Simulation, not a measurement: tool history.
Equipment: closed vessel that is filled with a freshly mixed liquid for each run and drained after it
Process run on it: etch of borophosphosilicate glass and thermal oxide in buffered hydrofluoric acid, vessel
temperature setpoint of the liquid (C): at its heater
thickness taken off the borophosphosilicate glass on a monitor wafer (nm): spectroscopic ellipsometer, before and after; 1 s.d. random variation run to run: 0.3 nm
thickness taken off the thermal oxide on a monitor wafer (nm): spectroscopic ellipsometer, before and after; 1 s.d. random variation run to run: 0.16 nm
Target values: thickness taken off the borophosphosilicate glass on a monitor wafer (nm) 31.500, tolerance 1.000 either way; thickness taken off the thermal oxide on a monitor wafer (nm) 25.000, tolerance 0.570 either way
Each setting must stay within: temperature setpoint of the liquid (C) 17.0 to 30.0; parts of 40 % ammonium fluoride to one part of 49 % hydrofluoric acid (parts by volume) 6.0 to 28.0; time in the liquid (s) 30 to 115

run    day  temperature setpoint of the liquid (C)  parts of 40 % ammonium fluoride to one part of 49 % hydrofluoric acid (parts by volume)  time in the liquid (s)  thickness taken off the borophosphosilicate glass on a monitor wafer (nm)  thickness taken off the thermal oxide on a monitor wafer (nm)
  1  0.000                                    22.0                                                                                     17.0                      60                                                                     41.480                                                         33.412
  2  0.100                                    22.0                                                                                     17.0                      80                                                                     56.815                                                         44.631
  3  0.350                                    20.5                                                                                     18.5                      80                                                                     47.622                                                         37.951
  4  0.404                                    20.5                                                                                     18.5                      90                                                                     54.561                                                         42.669
  5  0.458                                    20.5                                                                                     18.5                      70                                                                     41.837                                                         33.171
  6  0.508                                    24.0                                                                                     18.5                      70                                                                     51.366                                                         40.563
  7  0.588                                    22.0                                                                                     19.0                      70                                                                     43.473                                                         35.411
  8  0.904                                    20.5                                                                                     19.0                      70                                                                     41.429                                                         32.335
  9  1.004                                    20.0                                                                                     19.5                      70                                                                     38.441                                                         30.325

Next run, 4 choices. One meets every target within its allowed miss, the rest don't. Which?
  A  1.104                                    17.5                                                                                     23.0                      70                                                                          ?                                                              ?
  B  1.104                                    19.5                                                                                     19.5                      55                                                                          ?                                                              ?
  C  1.104                                    20.5                                                                                     17.5                      50                                                                          ?                                                              ?
  D  1.104                                    21.0                                                                                     21.5                      55                                                                          ?                                                              ?

move  thickness taken off the borophosphosilicate glass on a monitor wafer (nm)  thickness taken off the thermal oxide on a monitor wafer (nm)
   A                                                                     29.638                                                         23.405
   B                                                                     29.435                                                         23.262
   C                                                                     31.489                                                         24.891
   D                                                                     29.671                                                         23.478
A: the result that was furthest off in the last run now lies on the other side of its target
B: the result that was furthest off in the last run now lies on the other side of its target
C: in spec on every target
D: the result that was furthest off in the last run now lies on the other side of its target
Correct choice: C, which meets every target
